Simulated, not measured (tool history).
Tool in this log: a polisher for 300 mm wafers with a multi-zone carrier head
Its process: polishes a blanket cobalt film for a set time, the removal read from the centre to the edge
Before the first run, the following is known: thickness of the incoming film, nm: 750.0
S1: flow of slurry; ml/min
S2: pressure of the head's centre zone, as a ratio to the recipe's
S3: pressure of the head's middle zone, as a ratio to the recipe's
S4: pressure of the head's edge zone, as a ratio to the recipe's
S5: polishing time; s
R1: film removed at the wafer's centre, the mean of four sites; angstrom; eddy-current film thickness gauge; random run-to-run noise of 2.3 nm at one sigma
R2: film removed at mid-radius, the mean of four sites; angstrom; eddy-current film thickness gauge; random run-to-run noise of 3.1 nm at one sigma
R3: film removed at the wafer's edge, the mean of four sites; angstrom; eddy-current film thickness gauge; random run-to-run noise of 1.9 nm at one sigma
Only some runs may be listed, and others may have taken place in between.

{"run": 1, "hour": 0.0, "S1": 255, "S2": 1, "S3": 1, "S4": 1, "S5": 67, "R1": 3141.8, "R2": 3117.6, "R3": 3248.3}
{"run": 2, "hour": 3.5, "S1": 250, "S2": 0.99, "S3": 0.97, "S4": 0.96, "S5": 63, "R1": 2944.9, "R2": 2875.6, "R3": 3007.9}
{"run": 3, "hour": 5.9, "S1": 250, "S2": 0.99, "S3": 1, "S4": 0.96, "S5": 63, "R1": 2988.2, "R2": 2967.6, "R3": 3010.8}
{"run": 4, "hour": 8.5, "S1": 225, "S2": 0.99, "S3": 1, "S4": 0.96, "S5": 63, "R1": 2931.7, "R2": 2936.4, "R3": 2948}
{"run": 5, "hour": 9.9, "S1": 225, "S2": 1.05, "S3": 1, "S4": 0.96, "S5": 63, "R1": 3067.8, "R2": 3045.8, "R3": 2909.9}
{"run": 6, "hour": 15.7, "S1": 225, "S2": 1.05, "S3": 0.95, "S4": 0.96, "S5": 63, "R1": 3020.4, "R2": 2787.3, "R3": 2936.6}

What will run 7 give?
{"run": 7, "hour": 19.1, "S1": 225, "S2": 1.05, "S3": 0.95, "S4": 0.96, "S5": 63, "R1": "?", "R2": "?", "R3": "?"}

{"run 7": {"R1": 3076.8, "R2": 2806.5, "R3": 2916.3}}
